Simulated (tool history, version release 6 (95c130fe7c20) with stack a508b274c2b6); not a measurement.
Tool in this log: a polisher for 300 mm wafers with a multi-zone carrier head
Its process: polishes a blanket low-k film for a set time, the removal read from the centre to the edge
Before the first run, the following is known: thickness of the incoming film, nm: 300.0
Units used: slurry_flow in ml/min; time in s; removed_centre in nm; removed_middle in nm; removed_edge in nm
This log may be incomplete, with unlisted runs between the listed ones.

Run 1, hour 0.0: slurry_flow 250 ml/min, centre_zone 1.00, middle_zone 1.00, edge_zone 1.00, slurry_solids 1.00, time 36 s. Result: removed_centre 10.9890 nm, removed_middle 10.9720 nm, removed_edge 10.8990 nm.
Run 2, hour 6.9: slurry_flow 245 ml/min, centre_zone 0.97, middle_zone 0.99, edge_zone 0.97, slurry_solids 0.90, time 36 s. Result: removed_centre 10.0270 nm, removed_middle 10.0280 nm, removed_edge 9.7439 nm.
Run 3, hour 13.7: slurry_flow 235 ml/min, centre_zone 0.93, middle_zone 0.98, edge_zone 0.96, slurry_solids 0.90, time 36 s. Result: removed_centre 9.4992 nm, removed_middle 9.9433 nm, removed_edge 9.8994 nm.
Run 4, hour 19.8: slurry_flow 235 ml/min, centre_zone 0.93, middle_zone 0.92, edge_zone 0.96, slurry_solids 0.90, time 36 s. Result: removed_centre 9.5173 nm, removed_middle 9.2621 nm, removed_edge 9.7927 nm.
Run 5, hour 21.0: slurry_flow 235 ml/min, centre_zone 0.98, middle_zone 0.92, edge_zone 0.96, slurry_solids 0.90, time 36 s. Result: removed_centre 10.1470 nm, removed_middle 9.0925 nm, removed_edge 9.9738 nm.
Run 6, hour 29.1: slurry_flow 235 ml/min, centre_zone 0.94, middle_zone 0.92, edge_zone 0.93, slurry_solids 0.85, time 36 s. Result: removed_centre 9.3345 nm, removed_middle 9.2715 nm, removed_edge 9.2182 nm.
Run 7, hour 33.5: slurry_flow 225 ml/min, centre_zone 0.91, middle_zone 0.91, edge_zone 0.92, slurry_solids 0.85, time 36 s. Result: removed_centre 8.9258 nm, removed_middle 8.7267 nm, removed_edge 9.2364 nm.
Run 8, hour 35.2: slurry_flow 220 ml/min, centre_zone 0.89, middle_zone 0.92, edge_zone 0.90, slurry_solids 0.85, time 36 s. Result: removed_centre 8.6620 nm, removed_middle 9.0458 nm, removed_edge 9.1343 nm.
Run 9, hour 41.3: slurry_flow 215 ml/min, centre_zone 0.88, middle_zone 0.91, edge_zone 0.88, slurry_solids 0.85, time 36 s. Result: removed_centre 8.6191 nm, removed_middle 8.8863 nm, removed_edge 9.0733 nm.
Run 10, hour 50.0: slurry_flow 200 ml/min, centre_zone 0.84, middle_zone 0.95, edge_zone 0.81, slurry_solids 0.70, time 36 s. Result: removed_centre 6.9859 nm, removed_middle 8.0050 nm, removed_edge 7.7799 nm.
Run 11, hour 56.7: slurry_flow 225 ml/min, centre_zone 0.85, middle_zone 0.95, edge_zone 0.82, slurry_solids 0.70, time 36 s. Result: removed_centre 7.2253 nm, removed_middle 8.2137 nm, removed_edge 7.8234 nm.
Run 12, hour 62.9: slurry_flow 235 ml/min, centre_zone 0.86, middle_zone 0.95, edge_zone 0.84, slurry_solids 0.70, time 36 s. Result: removed_centre 7.4235 nm, removed_middle 8.1529 nm, removed_edge 7.8307 nm.
Run 13, hour 69.4: slurry_flow 235 ml/min, centre_zone 0.87, middle_zone 0.96, edge_zone 0.86, slurry_solids 0.70, time 36 s. Result: removed_centre 7.4178 nm, removed_middle 8.3656 nm, removed_edge 7.9564 nm.
Run 14, hour 70.3: slurry_flow 235 ml/min, centre_zone 0.88, middle_zone 0.96, edge_zone 0.87, slurry_solids 0.70, time 36 s. Result: removed_centre 7.5913 nm, removed_middle 8.1903 nm, removed_edge 7.8696 nm.

Forecast run 15:
Run 15, hour 75.9: slurry_flow 270 ml/min, centre_zone 0.87, middle_zone 0.98, edge_zone 0.93, slurry_solids 0.75, time 36 s. Result: removed_centre ?, removed_middle ?, removed_edge ?.

Run 15 measured removed_centre 7.9055 nm, removed_middle 9.0814 nm, removed_edge 8.6193 nm.
